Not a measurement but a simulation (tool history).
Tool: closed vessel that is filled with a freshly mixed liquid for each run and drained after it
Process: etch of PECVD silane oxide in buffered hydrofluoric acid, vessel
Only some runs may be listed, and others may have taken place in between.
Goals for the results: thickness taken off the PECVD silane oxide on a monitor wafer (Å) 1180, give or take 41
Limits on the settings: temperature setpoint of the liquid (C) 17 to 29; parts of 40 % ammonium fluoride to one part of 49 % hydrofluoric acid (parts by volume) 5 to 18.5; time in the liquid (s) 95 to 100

run  hour  temperature setpoint of the liquid (C)  parts of 40 % ammonium fluoride to one part of 49 % hydrofluoric acid (parts by volume)  time in the liquid (s)  thickness taken off the PECVD silane oxide on a monitor wafer (Å)
  1     0                                      21                                                                                     11.5                      95                                                             1834.8
  2   2.9                                      20                                                                                       12                      95                                                             1643.4
  3   4.3                                    19.5                                                                                     12.5                      95                                                             1537.8
  4   7.7                                      19                                                                                       13                      95                                                               1424
  5   9.4                                    18.5                                                                                       13                      95                                                             1378.1
  6  16.8                                    18.5                                                                                       10                      95                                                             1803.9
  7  23.9                                      18                                                                                       11                      95                                                             1588.5
  8  31.1                                      18                                                                                     11.5                      95                                                             1514.3

Which single option among these 4 for the next run brings every result within its allowed miss of target? Just one does.
  A  38.3                                    17.5                                                                                     13.5                     100                                                                  ?
  B  38.3                                      17                                                                                       15                     100                                                                  ?
  C  38.3                                    17.5                                                                                       13                     100                                                                  ?
  D  38.3                                      17                                                                                       10                     100                                                                  ?

move  thickness taken off the PECVD silane oxide on a monitor wafer (Å)
   A                                                             1325.7
   B                                                             1161.6
   C                                                             1375.7
   D                                                             1727.8
A: nearer the targets than the last run, but a result is still out of spec
B: all results land within tolerance of their targets
C: nearer the targets than the last run, but a result is still out of spec
D: its largest miss is bigger than the last run's
Correct choice: B, which meets every target
